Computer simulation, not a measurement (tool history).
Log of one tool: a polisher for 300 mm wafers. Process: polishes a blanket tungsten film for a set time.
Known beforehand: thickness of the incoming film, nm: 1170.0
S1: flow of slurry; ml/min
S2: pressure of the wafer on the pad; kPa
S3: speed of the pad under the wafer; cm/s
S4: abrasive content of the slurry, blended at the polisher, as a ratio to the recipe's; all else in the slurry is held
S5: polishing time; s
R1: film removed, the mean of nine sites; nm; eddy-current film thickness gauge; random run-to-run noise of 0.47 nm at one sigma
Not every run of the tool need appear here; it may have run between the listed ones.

Run 1, hour 0.0: S1 175 ml/min, S2 21.4 kPa, S3 90 cm/s, S4 1.0, S5 22 s. Result: R1 69.708 nm.
Run 2, hour 1.2: S1 175 ml/min, S2 19.3 kPa, S3 90 cm/s, S4 1.0, S5 22 s. Result: R1 63.127 nm.
Run 3, hour 5.4: S1 175 ml/min, S2 17.9 kPa, S3 90 cm/s, S4 1.0, S5 22 s. Result: R1 58.986 nm.
Run 4, hour 10.3: S1 175 ml/min, S2 16.5 kPa, S3 90 cm/s, S4 1.0, S5 22 s. Result: R1 54.395 nm.
Run 5, hour 16.5: S1 150 ml/min, S2 16.5 kPa, S3 90 cm/s, S4 1.0, S5 22 s. Result: R1 53.429 nm.
Run 6, hour 20.1: S1 150 ml/min, S2 15.9 kPa, S3 90 cm/s, S4 1.0, S5 22 s. Result: R1 51.274 nm.
Run 7, hour 29.0: S1 145 ml/min, S2 15.2 kPa, S3 90 cm/s, S4 1.0, S5 22 s. Result: R1 48.635 nm.
Run 8, hour 32.7: S1 140 ml/min, S2 15.2 kPa, S3 90 cm/s, S4 1.0, S5 22 s. Result: R1 48.122 nm.
Run 9, hour 36.1: S1 135 ml/min, S2 15.2 kPa, S3 90 cm/s, S4 1.0, S5 22 s. Result: R1 48.528 nm.

Expected results for the next run?
Run 10, hour 42.9: S1 135 ml/min, S2 14.5 kPa, S3 90 cm/s, S4 1.0, S5 22 s. Result: R1 ?.

Run 10 measured R1 46.858 nm.
